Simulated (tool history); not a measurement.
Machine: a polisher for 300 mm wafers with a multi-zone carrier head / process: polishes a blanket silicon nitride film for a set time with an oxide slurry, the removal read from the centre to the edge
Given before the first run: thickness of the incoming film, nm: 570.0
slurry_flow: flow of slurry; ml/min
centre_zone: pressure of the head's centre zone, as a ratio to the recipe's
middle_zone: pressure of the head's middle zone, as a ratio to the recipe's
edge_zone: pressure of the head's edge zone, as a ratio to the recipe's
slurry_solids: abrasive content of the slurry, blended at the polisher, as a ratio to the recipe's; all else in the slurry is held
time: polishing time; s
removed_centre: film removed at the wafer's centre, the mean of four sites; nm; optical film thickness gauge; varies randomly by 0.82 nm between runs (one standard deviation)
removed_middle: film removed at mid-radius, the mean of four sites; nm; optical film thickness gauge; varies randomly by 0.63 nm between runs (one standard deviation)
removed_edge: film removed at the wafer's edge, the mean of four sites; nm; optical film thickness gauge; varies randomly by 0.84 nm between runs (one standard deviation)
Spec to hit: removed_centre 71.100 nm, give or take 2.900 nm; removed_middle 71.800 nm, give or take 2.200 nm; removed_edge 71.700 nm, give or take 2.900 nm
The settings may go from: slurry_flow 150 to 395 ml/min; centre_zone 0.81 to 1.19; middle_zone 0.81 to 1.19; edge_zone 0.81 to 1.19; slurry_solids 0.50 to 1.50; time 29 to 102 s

{"run": 1, "hour": 0.0, "slurry_flow": 250, "centre_zone": 1.0, "middle_zone": 1.0, "edge_zone": 1.0, "slurry_solids": 1.0, "time": 65, "removed_centre": 53.601, "removed_middle": 52.015, "removed_edge": 54.403}
{"run": 2, "hour": 3.2, "slurry_flow": 255, "centre_zone": 1.01, "middle_zone": 1.03, "edge_zone": 1.03, "slurry_solids": 1.1, "time": 65, "removed_centre": 56.551, "removed_middle": 57.91, "removed_edge": 57.815}
{"run": 3, "hour": 8.0, "slurry_flow": 255, "centre_zone": 1.01, "middle_zone": 1.03, "edge_zone": 1.03, "slurry_solids": 1.1, "time": 49, "removed_centre": 42.973, "removed_middle": 42.622, "removed_edge": 44.521}
{"run": 4, "hour": 13.5, "slurry_flow": 255, "centre_zone": 1.01, "middle_zone": 1.07, "edge_zone": 1.03, "slurry_solids": 1.1, "time": 49, "removed_centre": 43.229, "removed_middle": 44.265, "removed_edge": 43.856}
{"run": 5, "hour": 16.7, "slurry_flow": 255, "centre_zone": 1.05, "middle_zone": 1.07, "edge_zone": 1.03, "slurry_solids": 1.1, "time": 49, "removed_centre": 45.051, "removed_middle": 44.781, "removed_edge": 43.597}
{"run": 6, "hour": 24.5, "slurry_flow": 255, "centre_zone": 1.05, "middle_zone": 1.03, "edge_zone": 1.03, "slurry_solids": 1.1, "time": 49, "removed_centre": 44.287, "removed_middle": 42.851, "removed_edge": 43.943}
{"run": 7, "hour": 30.2, "slurry_flow": 260, "centre_zone": 1.06, "middle_zone": 1.03, "edge_zone": 1.05, "slurry_solids": 1.2, "time": 52, "removed_centre": 50.604, "removed_middle": 47.08, "removed_edge": 49.801}
{"run": 8, "hour": 32.3, "slurry_flow": 310, "centre_zone": 1.05, "middle_zone": 1.13, "edge_zone": 1.14, "slurry_solids": 1.45, "time": 62, "removed_centre": 63.803, "removed_middle": 66.983, "removed_edge": 65.866}
{"run": 9, "hour": 35.6, "slurry_flow": 310, "centre_zone": 1.06, "middle_zone": 1.13, "edge_zone": 1.15, "slurry_solids": 1.45, "time": 63, "removed_centre": 64.437, "removed_middle": 67.597, "removed_edge": 68.106}
{"run": 10, "hour": 41.6, "slurry_flow": 315, "centre_zone": 1.07, "middle_zone": 1.14, "edge_zone": 1.15, "slurry_solids": 1.45, "time": 63, "removed_centre": 67.344, "removed_middle": 68.932, "removed_edge": 67.065}
{"run": 11, "hour": 44.1, "slurry_flow": 320, "centre_zone": 1.07, "middle_zone": 1.14, "edge_zone": 1.16, "slurry_solids": 1.45, "time": 63, "removed_centre": 67.228, "removed_middle": 69.665, "removed_edge": 68.941}
{"run": 12, "hour": 46.3, "slurry_flow": 325, "centre_zone": 1.07, "middle_zone": 1.14, "edge_zone": 1.16, "slurry_solids": 1.45, "time": 63, "removed_centre": 67.25, "removed_middle": 68.146, "removed_edge": 67.801}

Next run, 5 choices. One meets every target within its allowed miss, the rest don't. Which?
{"run": "A", "hour": 48.5, "slurry_flow": 310, "centre_zone": 1.05, "middle_zone": 1.19, "edge_zone": 1.12, "slurry_solids": 1.5, "time": 63, "removed_centre": "?", "removed_middle": "?", "removed_edge": "?"}
{"run": "B", "hour": 48.5, "slurry_flow": 305, "centre_zone": 1.12, "middle_zone": 1.19, "edge_zone": 1.06, "slurry_solids": 1.4, "time": 57, "removed_centre": "?", "removed_middle": "?", "removed_edge": "?"}
{"run": "C", "hour": 48.5, "slurry_flow": 320, "centre_zone": 1.06, "middle_zone": 1.12, "edge_zone": 1.1, "slurry_solids": 1.45, "time": 68, "removed_centre": "?", "removed_middle": "?", "removed_edge": "?"}
{"run": "D", "hour": 48.5, "slurry_flow": 310, "centre_zone": 1.03, "middle_zone": 1.01, "edge_zone": 1.19, "slurry_solids": 1.5, "time": 64, "removed_centre": "?", "removed_middle": "?", "removed_edge": "?"}
{"run": "E", "hour": 48.5, "slurry_flow": 345, "centre_zone": 1.14, "middle_zone": 1.06, "edge_zone": 1.17, "slurry_solids": 1.5, "time": 62, "removed_centre": "?", "removed_middle": "?", "removed_edge": "?"}

move=A removed_centre=64.840 removed_middle=72.164 removed_edge=66.971
move=B removed_centre=60.924 removed_middle=63.529 removed_edge=57.447
move=C removed_centre=69.921 removed_middle=73.264 removed_edge=70.951
move=D removed_centre=64.526 removed_middle=63.943 removed_edge=70.275
move=E removed_centre=69.846 removed_middle=64.923 removed_edge=67.853
A: the worst result of the last run now meets its target, but another is out of spec
B: the biggest miss grows against the last run
C: meets every target
D: the biggest miss grows against the last run
E: the biggest miss grows against the last run
The move that meets every target is C.
